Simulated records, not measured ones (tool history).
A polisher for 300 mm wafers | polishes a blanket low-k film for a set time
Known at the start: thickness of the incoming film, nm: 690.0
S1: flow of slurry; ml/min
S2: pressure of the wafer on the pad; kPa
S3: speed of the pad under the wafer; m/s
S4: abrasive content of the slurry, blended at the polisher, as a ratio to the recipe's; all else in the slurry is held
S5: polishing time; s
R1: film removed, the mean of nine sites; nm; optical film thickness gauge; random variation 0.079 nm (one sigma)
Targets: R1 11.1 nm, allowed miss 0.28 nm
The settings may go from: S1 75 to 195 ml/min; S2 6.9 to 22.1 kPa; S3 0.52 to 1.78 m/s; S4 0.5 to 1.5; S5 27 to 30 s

{"run": 1, "hour": 0.0, "S1": 125, "S2": 14.5, "S3": 1.14, "S4": 1, "S5": 30, "R1": 18.097}
{"run": 2, "hour": 4.1, "S1": 120, "S2": 13.1, "S3": 1.14, "S4": 1, "S5": 30, "R1": 16.282}
{"run": 3, "hour": 7.0, "S1": 120, "S2": 14.5, "S3": 1.14, "S4": 1, "S5": 30, "R1": 17.901}
{"run": 4, "hour": 14.4, "S1": 115, "S2": 13.1, "S3": 1.14, "S4": 1, "S5": 30, "R1": 16.105}
{"run": 5, "hour": 16.2, "S1": 115, "S2": 13.1, "S3": 1.14, "S4": 0.85, "S5": 30, "R1": 14.313}
{"run": 6, "hour": 17.7, "S1": 115, "S2": 13.1, "S3": 1.14, "S4": 0.85, "S5": 30, "R1": 14.338}
{"run": 7, "hour": 21.9, "S1": 110, "S2": 12.4, "S3": 1.14, "S4": 0.85, "S5": 30, "R1": 13.472}
{"run": 8, "hour": 22.9, "S1": 105, "S2": 11.7, "S3": 1.14, "S4": 0.85, "S5": 30, "R1": 12.795}
{"run": 9, "hour": 25.7, "S1": 100, "S2": 11.7, "S3": 1.14, "S4": 0.85, "S5": 30, "R1": 12.909}
{"run": 10, "hour": 32.6, "S1": 100, "S2": 11, "S3": 1.14, "S4": 0.85, "S5": 30, "R1": 12.045}
{"run": 11, "hour": 34.3, "S1": 95, "S2": 11, "S3": 1.14, "S4": 0.85, "S5": 30, "R1": 11.978}
{"run": 12, "hour": 40.8, "S1": 90, "S2": 11, "S3": 1.14, "S4": 0.85, "S5": 30, "R1": 11.852}

Which of these 5 next moves meets every target?
{"run": "A", "hour": 47.3, "S1": 110, "S2": 13.1, "S3": 1.3, "S4": 0.65, "S5": 28, "R1": "?"}
{"run": "B", "hour": 47.3, "S1": 85, "S2": 11.7, "S3": 1.34, "S4": 0.75, "S5": 29, "R1": "?"}
{"run": "C", "hour": 47.3, "S1": 85, "S2": 13.1, "S3": 1.3, "S4": 0.7, "S5": 30, "R1": "?"}
{"run": "D", "hour": 47.3, "S1": 90, "S2": 12.4, "S3": 1, "S4": 0.9, "S5": 28, "R1": "?"}
{"run": "E", "hour": 47.3, "S1": 105, "S2": 11.7, "S3": 1.12, "S4": 0.85, "S5": 28, "R1": "?"}

move=A R1=10.991
move=B R1=12.022
move=C R1=12.417
move=D R1=11.474
move=E R1=11.664
A: meets every target
B: further off than the last run
C: further off than the last run
D: nearer than the last run, and not there yet
E: nearer than the last run, and not there yet
Move A is the one to make.
